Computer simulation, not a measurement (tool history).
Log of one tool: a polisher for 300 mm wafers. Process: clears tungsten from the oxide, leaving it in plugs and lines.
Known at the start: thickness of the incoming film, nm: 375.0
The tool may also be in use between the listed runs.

run  hour  flow of slurry (ml/min)  pressure of the wafer on the pad (kPa)  speed of the pad under the wafer (m/s)  abrasive content of the slurry  overpolish time after the end point (s)  time until the end point was called (s)
  1   0.0                      195                                    20.7                                    1.32                             1.0                                       29                                   71.998
  2   4.8                      195                                    24.8                                    1.32                             1.0                                       29                                   65.514
  3   8.9                      245                                    24.8                                    1.32                             1.0                                       29                                   62.278
  4  12.1                      245                                    21.4                                    1.20                             1.0                                       29                                   74.691
  5  12.8                      295                                    21.4                                    1.20                             1.0                                       29                                   73.579
  6  14.9                      295                                    21.4                                    1.20                             1.0                                       31                                   72.294

The next listed run, before its measurement:
  7  18.0                      295                                    18.6                                    1.10                             1.0                                       31                                        ?

time until the end point was called (s): 86.641
